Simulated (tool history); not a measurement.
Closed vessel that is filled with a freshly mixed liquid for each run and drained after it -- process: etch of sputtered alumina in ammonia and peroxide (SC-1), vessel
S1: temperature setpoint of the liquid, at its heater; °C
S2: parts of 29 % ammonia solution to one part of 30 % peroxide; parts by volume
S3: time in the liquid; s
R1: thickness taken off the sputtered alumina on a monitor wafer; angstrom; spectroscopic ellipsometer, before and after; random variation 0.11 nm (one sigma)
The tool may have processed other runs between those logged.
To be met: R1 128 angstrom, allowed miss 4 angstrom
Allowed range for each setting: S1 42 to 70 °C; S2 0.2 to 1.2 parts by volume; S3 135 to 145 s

run  hour    S1    S2   S3      R1
  1     0    58   0.9  135   103.1
  2   3.6    58   0.6  135  98.538
  3   6.7    54   0.6  135   78.35
  4  12.2  55.5   0.6  135  84.343
  5  20.1  56.5   0.6  135  90.657
  6  26.7  50.5   0.6  135  65.856
  7  30.2  58.5  0.65  135  103.09
  8  36.9    59  0.65  135  103.45
  9  43.5  59.5  0.65  135   105.7
 10  51.5    60  0.65  135  110.35
 11  57.3  60.5  0.65  135   113.8

Next run, 4 choices. One meets every target within its allowed miss, the rest don't. Which?
  A  63.1  56   0.6  135   ?
  B  63.1  59  0.25  135   ?
  C  63.1  64  0.45  135   ?
  D  63.1  60   0.5  140   ?

move      R1
   A  87.158
   B  93.831
   C  127.91
   D   109.4
A: its largest miss is bigger than the last run's
B: its largest miss is bigger than the last run's
C: hits every target within its allowed miss
D: its largest miss is bigger than the last run's
The right move is C.

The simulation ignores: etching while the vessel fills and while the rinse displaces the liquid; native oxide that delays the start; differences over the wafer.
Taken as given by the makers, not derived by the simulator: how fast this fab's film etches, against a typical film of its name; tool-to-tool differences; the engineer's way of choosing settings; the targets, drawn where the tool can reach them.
